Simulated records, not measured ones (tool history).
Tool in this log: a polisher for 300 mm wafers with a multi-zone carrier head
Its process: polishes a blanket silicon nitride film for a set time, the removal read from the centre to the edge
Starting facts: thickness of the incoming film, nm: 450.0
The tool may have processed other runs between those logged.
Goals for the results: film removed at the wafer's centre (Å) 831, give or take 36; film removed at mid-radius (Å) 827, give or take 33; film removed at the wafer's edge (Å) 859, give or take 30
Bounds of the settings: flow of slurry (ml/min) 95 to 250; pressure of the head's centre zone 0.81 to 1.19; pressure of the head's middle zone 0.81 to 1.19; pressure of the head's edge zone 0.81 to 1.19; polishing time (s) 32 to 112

| run | hour | flow of slurry (ml/min) | pressure of the head's centre zone | pressure of the head's middle zone | pressure of the head's edge zone | polishing time (s) | film removed at the wafer's centre (Å) | film removed at mid-radius (Å) | film removed at the wafer's edge (Å) |
|---|---|---|---|---|---|---|---|---|---|
| 1 | 0 | 160 | 1 | 1 | 1 | 72 | 1272.7 | 1254.5 | 1251.9 |
| 2 | 2.1 | 155 | 0.98 | 0.98 | 0.98 | 67 | 1125.5 | 1128.7 | 1144.9 |
| 3 | 9.4 | 150 | 0.97 | 0.96 | 0.95 | 64 | 1055.4 | 1052.3 | 1083.8 |
| 4 | 11.1 | 150 | 0.97 | 0.95 | 0.93 | 61 | 1044.2 | 1007.2 | 1009.6 |
| 5 | 14.1 | 150 | 0.97 | 0.95 | 0.97 | 61 | 1020.1 | 1017 | 1045.5 |
| 6 | 16.3 | 150 | 0.9 | 0.95 | 0.97 | 61 | 950.1 | 1012.6 | 1039.3 |
| 7 | 19.6 | 145 | 0.9 | 0.93 | 0.94 | 59 | 918.35 | 961.9 | 980.27 |
| 8 | 23.7 | 140 | 0.89 | 0.91 | 0.92 | 58 | 884.71 | 926.85 | 965.86 |
| 9 | 27 | 135 | 0.89 | 0.9 | 0.9 | 57 | 885.02 | 910.46 | 921.98 |
| 10 | 31.6 | 130 | 0.89 | 0.88 | 0.89 | 56 | 858.15 | 863.68 | 893.61 |

4 candidate next runs follow, results not yet known. Just one meets every target within its allowed miss. Identify it.
| A | 36.2 | 115 | 0.91 | 0.81 | 0.95 | 57 | ? | ? | ? |
| B | 36.2 | 130 | 0.84 | 0.82 | 0.95 | 57 | ? | ? | ? |
| C | 36.2 | 105 | 0.93 | 0.89 | 0.87 | 57 | ? | ? | ? |
| D | 36.2 | 110 | 0.91 | 0.98 | 0.83 | 57 | ? | ? | ? |

| move | film removed at the wafer's centre (Å) | film removed at mid-radius (Å) | film removed at the wafer's edge (Å) |
|---|---|---|---|
| A | 830.25 | 806.29 | 907.7 |
| B | 815.72 | 839.04 | 928.58 |
| C | 816.74 | 825.98 | 854.66 |
| D | 818.41 | 885.96 | 844.5 |
A: its largest miss is bigger than the last run's
B: its largest miss is bigger than the last run's
C: all results land within tolerance of their targets
D: gets the furthest-off result to its target, but another result is out of tolerance
Move C is the one to make.
